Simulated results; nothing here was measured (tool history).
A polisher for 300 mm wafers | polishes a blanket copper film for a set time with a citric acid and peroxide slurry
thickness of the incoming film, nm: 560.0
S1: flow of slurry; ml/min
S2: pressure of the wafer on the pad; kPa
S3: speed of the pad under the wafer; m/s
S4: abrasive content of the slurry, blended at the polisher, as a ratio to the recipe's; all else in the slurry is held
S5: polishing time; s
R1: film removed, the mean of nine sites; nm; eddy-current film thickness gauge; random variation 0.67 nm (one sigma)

run  hour   S1    S2    S3    S4  S5       R1
  1   0.0  225  27.6  0.78  1.00  50   95.681
  2   4.1  225  27.6  0.78  1.15  50   97.851
  3  12.6  225  26.9  0.78  1.15  50   96.900
  4  13.7  225  32.4  0.78  1.15  50  111.170
  5  16.2  225  32.4  0.78  1.15  53  119.250
  6  17.6  225  32.4  0.78  1.15  53  118.470
  7  22.5  225  30.3  0.78  1.15  53  111.850
  8  29.1  225  29.0  0.78  1.15  53  109.350
  9  37.5  225  29.0  0.78  1.15  53  109.960

The next listed run, before its measurement:
 10  41.7  225  27.6  0.78  1.15  53   ?

R1: 104.480 nm
